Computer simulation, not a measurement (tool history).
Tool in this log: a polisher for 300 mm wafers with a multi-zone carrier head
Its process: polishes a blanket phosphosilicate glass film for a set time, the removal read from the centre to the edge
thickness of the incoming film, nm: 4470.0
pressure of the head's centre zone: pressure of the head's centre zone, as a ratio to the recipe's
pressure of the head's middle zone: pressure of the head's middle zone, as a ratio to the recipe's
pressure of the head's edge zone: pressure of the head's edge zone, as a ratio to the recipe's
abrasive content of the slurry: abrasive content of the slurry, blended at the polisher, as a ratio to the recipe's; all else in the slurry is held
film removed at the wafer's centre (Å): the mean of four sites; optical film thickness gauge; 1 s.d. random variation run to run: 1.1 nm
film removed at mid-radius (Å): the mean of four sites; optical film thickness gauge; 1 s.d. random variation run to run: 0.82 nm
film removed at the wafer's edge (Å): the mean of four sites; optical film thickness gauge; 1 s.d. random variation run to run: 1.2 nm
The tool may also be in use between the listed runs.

| run | hour | flow of slurry (ml/min) | pressure of the head's centre zone | pressure of the head's middle zone | pressure of the head's edge zone | abrasive content of the slurry | polishing time (s) | film removed at the wafer's centre (Å) | film removed at mid-radius (Å) | film removed at the wafer's edge (Å) |
|---|---|---|---|---|---|---|---|---|---|---|
| 1 | 0 | 285 | 1 | 1 | 1 | 1 | 51 | 1979.7 | 2004 | 2055.5 |
| 2 | 8.9 | 280 | 0.96 | 1.02 | 0.95 | 0.85 | 47 | 1564.8 | 1709.2 | 1620.9 |
| 3 | 15.5 | 265 | 0.91 | 1 | 0.91 | 0.75 | 47 | 1353.3 | 1503.9 | 1440.9 |
| 4 | 18 | 265 | 0.91 | 1.07 | 0.91 | 0.75 | 47 | 1364.3 | 1604.7 | 1485 |
|  | 26.2 | edge zone pressure recalibrated |
| 5 | 26.2 | 265 | 0.99 | 1.07 | 0.91 | 0.75 | 47 | 1465.5 | 1601 | 1410.8 |
| 6 | 28.2 | 305 | 0.99 | 1.07 | 0.91 | 0.75 | 47 | 1521.1 | 1619.5 | 1435 |
| 7 | 35.8 | 280 | 0.94 | 1.06 | 0.88 | 0.7 | 47 | 1333 | 1500 | 1324.3 |

For run 8, what comes out?
| 8 | 40.3 | 280 | 0.94 | 1.06 | 0.88 | 0.7 | 47 | ? | ? | ? |

{"run 8": {"film removed at the wafer's centre (Å)": 1330.9, "film removed at mid-radius (Å)": 1508.7, "film removed at the wafer's edge (Å)": 1321.7}}
